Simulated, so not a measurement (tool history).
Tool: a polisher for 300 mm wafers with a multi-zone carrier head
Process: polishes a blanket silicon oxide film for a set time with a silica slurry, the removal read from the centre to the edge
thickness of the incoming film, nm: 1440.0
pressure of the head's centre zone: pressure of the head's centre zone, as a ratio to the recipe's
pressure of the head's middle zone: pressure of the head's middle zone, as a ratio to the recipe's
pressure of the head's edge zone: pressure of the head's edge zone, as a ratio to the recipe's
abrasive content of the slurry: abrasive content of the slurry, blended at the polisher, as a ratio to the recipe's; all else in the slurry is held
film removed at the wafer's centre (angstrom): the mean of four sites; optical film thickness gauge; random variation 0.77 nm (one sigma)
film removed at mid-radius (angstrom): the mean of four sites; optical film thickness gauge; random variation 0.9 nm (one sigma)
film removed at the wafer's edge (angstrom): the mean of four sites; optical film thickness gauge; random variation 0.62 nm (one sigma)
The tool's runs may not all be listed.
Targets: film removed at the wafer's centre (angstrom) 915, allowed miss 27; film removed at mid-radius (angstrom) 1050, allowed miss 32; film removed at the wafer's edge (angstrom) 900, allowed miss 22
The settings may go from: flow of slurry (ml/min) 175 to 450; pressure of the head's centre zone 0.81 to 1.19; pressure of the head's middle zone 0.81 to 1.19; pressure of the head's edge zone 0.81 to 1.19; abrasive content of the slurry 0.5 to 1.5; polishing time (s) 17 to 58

| run | hour | flow of slurry (ml/min) | pressure of the head's centre zone | pressure of the head's middle zone | pressure of the head's edge zone | abrasive content of the slurry | polishing time (s) | film removed at the wafer's centre (angstrom) | film removed at mid-radius (angstrom) | film removed at the wafer's edge (angstrom) |
|---|---|---|---|---|---|---|---|---|---|---|
| 1 | 0 | 290 | 1 | 1 | 1 | 1 | 37 | 894.12 | 891.28 | 879.88 |
| 2 | 3.2 | 290 | 1 | 1 | 1 | 1 | 32 | 757.9 | 763.32 | 763.29 |
| 3 | 9 | 320 | 1 | 1 | 1 | 1 | 32 | 775.96 | 770.02 | 770.11 |
| 4 | 14.6 | 320 | 1 | 0.94 | 1 | 1 | 32 | 772.62 | 730.72 | 763.14 |
| 5 | 20 | 320 | 1 | 0.86 | 1 | 1 | 32 | 773.98 | 694.37 | 770.63 |
| 6 | 25.1 | 320 | 1 | 0.94 | 1 | 1 | 32 | 775.76 | 739.62 | 770.57 |
| 7 | 29.3 | 335 | 1 | 1.02 | 1 | 1.1 | 32 | 811.81 | 811.79 | 793.45 |
| 8 | 34.5 | 360 | 0.96 | 1.12 | 1.01 | 1.35 | 33 | 863.82 | 991.81 | 888.78 |

Which of these 5 next moves meets every target?
| A | 39.7 | 355 | 1.02 | 1.19 | 1.03 | 1.4 | 33 | ? | ? | ? |
| B | 39.7 | 365 | 0.92 | 1.18 | 0.91 | 1.2 | 36 | ? | ? | ? |
| C | 39.7 | 400 | 0.97 | 1.04 | 1.07 | 1.1 | 36 | ? | ? | ? |
| D | 39.7 | 355 | 0.95 | 1.14 | 1.08 | 1.5 | 30 | ? | ? | ? |
| E | 39.7 | 350 | 0.89 | 1.19 | 0.89 | 1.4 | 34 | ? | ? | ? |

| move | film removed at the wafer's centre (angstrom) | film removed at mid-radius (angstrom) | film removed at the wafer's edge (angstrom) |
|---|---|---|---|
| A | 921.02 | 1046.9 | 912.31 |
| B | 862.73 | 1080.8 | 893.55 |
| C | 889.07 | 947.42 | 944.17 |
| D | 796.36 | 937.69 | 868.45 |
| E | 826.09 | 1078.5 | 876.51 |
A: meets every target
B: as far off as the last run
C: brings the result that was furthest off to its target, and leaves another outside
D: further off than the last run
E: further off than the last run
The right move is A.
